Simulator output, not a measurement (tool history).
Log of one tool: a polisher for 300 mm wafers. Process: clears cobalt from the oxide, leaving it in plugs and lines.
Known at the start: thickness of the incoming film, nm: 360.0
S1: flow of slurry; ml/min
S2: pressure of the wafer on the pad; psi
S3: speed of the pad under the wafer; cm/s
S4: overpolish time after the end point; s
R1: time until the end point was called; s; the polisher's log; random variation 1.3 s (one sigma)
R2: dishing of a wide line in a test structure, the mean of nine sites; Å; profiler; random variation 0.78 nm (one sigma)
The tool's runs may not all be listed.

run  hour   S1   S2   S3  S4      R1      R2
  1     0  140  1.7  120  14  71.946  473.15
  2   7.3  140  1.7  120  12  70.491  439.63
  3    10  140  1.6  120  13  74.457  444.35
  4  15.8  120  1.6  120  13  79.895  436.51
  5  19.5  115  1.5  120  13  84.649  422.59
  6    20  110  1.4  120  14  92.265  427.34
  7  22.7  110  1.4  120  14   90.05  415.83

Forecast run 8:
  8  26.1  110  1.4  120  15   ?   ?

{"run 8": {"R1": 91.934, "R2": 438.32}}
